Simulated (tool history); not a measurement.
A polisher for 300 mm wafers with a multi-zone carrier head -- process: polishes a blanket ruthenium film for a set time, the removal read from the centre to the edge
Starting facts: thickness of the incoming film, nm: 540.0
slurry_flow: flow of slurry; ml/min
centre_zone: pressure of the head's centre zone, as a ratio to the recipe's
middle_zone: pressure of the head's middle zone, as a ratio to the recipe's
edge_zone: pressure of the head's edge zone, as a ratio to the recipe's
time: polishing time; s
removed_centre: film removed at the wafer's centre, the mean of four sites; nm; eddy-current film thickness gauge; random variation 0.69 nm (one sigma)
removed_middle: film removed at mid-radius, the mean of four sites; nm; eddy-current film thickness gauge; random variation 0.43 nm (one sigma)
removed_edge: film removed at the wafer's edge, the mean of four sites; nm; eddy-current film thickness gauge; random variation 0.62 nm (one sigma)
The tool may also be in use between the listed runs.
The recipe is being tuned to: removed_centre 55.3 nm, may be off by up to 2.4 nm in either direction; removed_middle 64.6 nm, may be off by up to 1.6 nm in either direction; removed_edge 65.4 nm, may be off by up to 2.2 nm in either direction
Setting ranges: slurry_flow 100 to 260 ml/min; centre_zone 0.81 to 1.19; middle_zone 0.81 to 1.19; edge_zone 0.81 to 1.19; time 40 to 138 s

run	day	slurry_flow	centre_zone	middle_zone	edge_zone	time	removed_centre	removed_middle	removed_edge
1	0	165	1	1	1	88	89.818	87.862	86.859
2	0.079	165	1.03	1	1	88	95.278	88.028	86.986
3	0.162	165	1.03	1	1	98	101.33	98.145	95.553
4	0.25	165	1.03	1	0.95	98	102.72	97.925	93.342
5	0.438	165	1.03	1	0.95	88	90.729	88.727	83.153
# day 0.646: edge zone pressure recalibrated
6	0.646	150	0.96	0.96	0.92	84	82.48	80.453	82.048
7	0.912	145	0.91	0.98	0.91	77	69.357	73.743	74.379
8	1.096	140	0.89	0.98	0.89	74	65.464	70.808	70.41
9	1.162	130	0.87	0.98	0.88	73	63.207	69.044	68.07
10	1.329	125	0.85	0.98	0.89	72	61.14	67.94	68.305
11	1.396	125	0.84	0.98	0.9	71	58.96	67.255	66.531

5 next moves are on the table. One of them brings every result within its allowed miss. Which?
A	1.462	105	0.84	0.9	0.93	75	?	?	?
B	1.462	150	0.9	0.97	0.81	69	?	?	?
C	1.462	115	0.83	0.99	0.98	69	?	?	?
D	1.462	130	0.85	1.02	0.89	66	?	?	?
E	1.462	145	0.91	0.98	0.81	72	?	?	?

move	removed_centre	removed_middle	removed_edge
A	60.489	64.421	70.306
B	63.518	66.616	64.334
C	55.948	65.131	66.413
D	56.027	65.113	62.363
E	66.662	69.772	66.89
A: the worst result of the last run now meets its target, but another is out of spec
B: lands further from the targets than the last run did
C: meets every target
D: the worst result of the last run now meets its target, but another is out of spec
E: lands further from the targets than the last run did
The right move is C.
